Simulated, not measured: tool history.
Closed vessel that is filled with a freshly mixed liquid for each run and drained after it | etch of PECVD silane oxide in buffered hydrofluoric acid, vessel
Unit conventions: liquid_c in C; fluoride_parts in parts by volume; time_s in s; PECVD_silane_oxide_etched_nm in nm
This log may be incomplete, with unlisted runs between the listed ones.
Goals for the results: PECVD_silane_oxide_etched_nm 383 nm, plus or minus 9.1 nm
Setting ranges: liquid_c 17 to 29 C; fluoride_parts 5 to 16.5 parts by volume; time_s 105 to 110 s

run  hour  liquid_c  fluoride_parts  time_s  PECVD_silane_oxide_etched_nm
  1     0        21              10     105                        252.99
  2   5.2        23              10     105                        280.18
  3  11.1        23             7.5     105                        362.92
  4  12.9        21             7.5     105                        322.47
  5  18.3        21             7.5     110                        335.18
  6  22.2      21.5             7.5     110                        347.69
  7    31        22             7.5     110                        355.42
  8  33.6      22.5             7.5     110                        366.47

Exercise: of the 4 proposed moves below, exactly one satisfies all targets within the stated allowed misses. Which move is it?
  A  36.2      24.5               8     110                             ?
  B  36.2      20.5             6.5     105                             ?
  C  36.2        22             7.5     110                             ?
  D  36.2      21.5             7.5     110                             ?

move  PECVD_silane_oxide_etched_nm
   A                        380.08
   B                        364.56
   C                        355.52
   D                        345.82
A: every result within its allowed miss
B: misses by more than the last run did
C: misses by more than the last run did
D: misses by more than the last run did
The right move is A.

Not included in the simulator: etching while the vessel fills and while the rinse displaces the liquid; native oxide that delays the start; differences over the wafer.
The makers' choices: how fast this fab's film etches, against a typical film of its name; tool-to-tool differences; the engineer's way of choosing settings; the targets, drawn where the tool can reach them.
